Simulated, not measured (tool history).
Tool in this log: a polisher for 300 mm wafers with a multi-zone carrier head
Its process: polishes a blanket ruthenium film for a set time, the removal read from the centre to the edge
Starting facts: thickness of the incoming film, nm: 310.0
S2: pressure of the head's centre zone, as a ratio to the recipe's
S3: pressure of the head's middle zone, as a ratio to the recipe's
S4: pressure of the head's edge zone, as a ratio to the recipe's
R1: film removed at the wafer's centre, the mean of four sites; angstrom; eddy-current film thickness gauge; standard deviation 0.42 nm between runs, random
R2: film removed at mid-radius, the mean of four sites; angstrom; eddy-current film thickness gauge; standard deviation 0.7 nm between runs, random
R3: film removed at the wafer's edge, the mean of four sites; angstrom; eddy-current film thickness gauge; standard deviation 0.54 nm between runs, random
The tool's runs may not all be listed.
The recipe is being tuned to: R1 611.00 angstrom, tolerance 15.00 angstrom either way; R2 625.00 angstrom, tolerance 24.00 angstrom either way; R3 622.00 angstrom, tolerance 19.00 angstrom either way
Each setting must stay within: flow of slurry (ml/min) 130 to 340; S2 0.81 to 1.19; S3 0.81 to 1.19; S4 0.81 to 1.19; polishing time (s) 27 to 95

run 1 day=0.000 | flow_of_slurry_(ml/min)=220 S2=1.00 S3=1.00 S4=1.00 polishing_time_(s)=61 | R1=955.85 R2=968.80 R3=909.64
run 2 day=0.067 | flow_of_slurry_(ml/min)=245 S2=1.00 S3=1.00 S4=1.00 polishing_time_(s)=61 | R1=982.50 R2=1011.40 R3=918.57
run 3 day=0.358 | flow_of_slurry_(ml/min)=245 S2=1.03 S3=1.00 S4=1.00 polishing_time_(s)=61 | R1=999.18 R2=1003.50 R3=918.10
run 4 day=0.412 | flow_of_slurry_(ml/min)=235 S2=1.01 S3=0.99 S4=0.98 polishing_time_(s)=59 | R1=942.66 R2=936.99 R3=884.04
run 5 day=0.708 | flow_of_slurry_(ml/min)=235 S2=1.01 S3=0.99 S4=0.98 polishing_time_(s)=47 | R1=751.01 R2=742.42 R3=702.83
run 6 day=1.025 | flow_of_slurry_(ml/min)=290 S2=1.01 S3=0.99 S4=0.98 polishing_time_(s)=47 | R1=768.01 R2=771.13 R3=712.57
run 7 day=1.104 | flow_of_slurry_(ml/min)=285 S2=0.99 S3=0.98 S4=0.96 polishing_time_(s)=46 | R1=734.12 R2=734.43 R3=693.55
run 8 day=1.412 | flow_of_slurry_(ml/min)=280 S2=0.98 S3=0.98 S4=0.94 polishing_time_(s)=46 | R1=727.86 R2=757.05 R3=676.22
run 9 day=1.750 | flow_of_slurry_(ml/min)=275 S2=0.97 S3=0.96 S4=0.93 polishing_time_(s)=46 | R1=717.90 R2=712.98 R3=675.18
run 10 day=1.892 | flow_of_slurry_(ml/min)=270 S2=0.95 S3=0.95 S4=0.92 polishing_time_(s)=46 | R1=708.67 R2=717.59 R3=683.59
-- day=2.196 edge zone pressure recalibrated
run 11 day=2.196 | flow_of_slurry_(ml/min)=270 S2=0.94 S3=0.94 S4=0.91 polishing_time_(s)=45 | R1=685.98 R2=704.23 R3=681.33

5 candidate next runs follow, results not yet known. Just one meets every target within its allowed miss. Identify it.
run A day=2.500 | flow_of_slurry_(ml/min)=340 S2=1.04 S3=1.04 S4=0.81 polishing_time_(s)=47 | R1=? R2=? R3=?
run B day=2.500 | flow_of_slurry_(ml/min)=335 S2=0.86 S3=0.84 S4=0.91 polishing_time_(s)=53 | R1=? R2=? R3=?
run C day=2.500 | flow_of_slurry_(ml/min)=260 S2=1.14 S3=0.81 S4=0.91 polishing_time_(s)=44 | R1=? R2=? R3=?
run D day=2.500 | flow_of_slurry_(ml/min)=235 S2=0.82 S3=0.81 S4=1.06 polishing_time_(s)=46 | R1=? R2=? R3=?
run E day=2.500 | flow_of_slurry_(ml/min)=265 S2=0.92 S3=0.91 S4=0.91 polishing_time_(s)=41 | R1=? R2=? R3=?

move=A R1=806.24 R2=813.15 R3=691.23
move=B R1=748.51 R2=766.81 R3=822.63
move=C R1=801.76 R2=601.03 R3=669.66
move=D R1=592.88 R2=621.28 R3=745.95
move=E R1=603.87 R2=618.46 R3=624.23
A: further off than the last run
B: further off than the last run
C: further off than the last run
D: takes the biggest miss from the last run beyond its target
E: every result lands within tolerance
Move E is the one to make.
